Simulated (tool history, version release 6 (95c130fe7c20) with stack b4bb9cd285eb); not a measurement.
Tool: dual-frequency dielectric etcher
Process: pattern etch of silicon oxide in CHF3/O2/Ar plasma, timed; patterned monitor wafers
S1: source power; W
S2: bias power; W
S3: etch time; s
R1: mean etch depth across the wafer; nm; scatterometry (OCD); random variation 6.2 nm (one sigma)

Run 1, hour 0: S1 710 W, S2 232 W, S3 653 s. Result: R1 1397 nm.
Run 2, hour 5.7: S1 740 W, S2 233 W, S3 653 s. Result: R1 1422.9 nm.
Run 3, hour 13.7: S1 760 W, S2 234 W, S3 653 s. Result: R1 1433.8 nm.
Run 4, hour 20.8: S1 780 W, S2 235 W, S3 653 s. Result: R1 1452.9 nm.
Run 5, hour 29.8: S1 650 W, S2 235 W, S3 653 s. Result: R1 1363.8 nm.
Run 6, hour 35.9: S1 550 W, S2 235 W, S3 653 s. Result: R1 1269.8 nm.

The next listed run, before its measurement:
Run 7, hour 38.7: S1 610 W, S2 237 W, S3 653 s. Result: R1 ?.

Run 7 gave R1 1326.2 nm.
